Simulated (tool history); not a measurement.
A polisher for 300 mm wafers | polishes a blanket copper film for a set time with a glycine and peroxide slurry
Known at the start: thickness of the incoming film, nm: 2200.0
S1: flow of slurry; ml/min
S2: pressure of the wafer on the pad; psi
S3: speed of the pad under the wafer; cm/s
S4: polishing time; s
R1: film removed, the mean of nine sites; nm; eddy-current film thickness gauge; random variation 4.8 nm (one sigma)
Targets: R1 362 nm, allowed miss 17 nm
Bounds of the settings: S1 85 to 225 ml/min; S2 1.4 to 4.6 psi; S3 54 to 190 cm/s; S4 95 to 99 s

run	day	S1	S2	S3	S4	R1
1	0	145	3	122	95	583.53
2	0.046	145	3	122	95	595.12
3	0.129	145	2.6	122	95	521.63
4	0.442	145	2.4	122	95	482.52
5	0.475	145	2.3	122	95	465.96
6	0.838	145	2.2	122	95	457.24
7	0.908	145	2.1	122	95	433.21
8	1.058	145	2	122	95	413.67
9	1.275	140	1.8	122	95	378.58

5 next moves are on the table. One of them brings every result within its allowed miss. Which?
A	1.492	135	2	124	97	?
B	1.492	150	1.5	136	95	?
C	1.492	150	1.6	132	99	?
D	1.492	160	1.6	128	99	?
E	1.492	160	2.2	96	99	?

move	R1
A	432.67
B	369.19
C	395.26
D	389.66
E	399.1
A: further off than the last run
B: meets every target
C: further off than the last run
D: further off than the last run
E: further off than the last run
The right move is B.
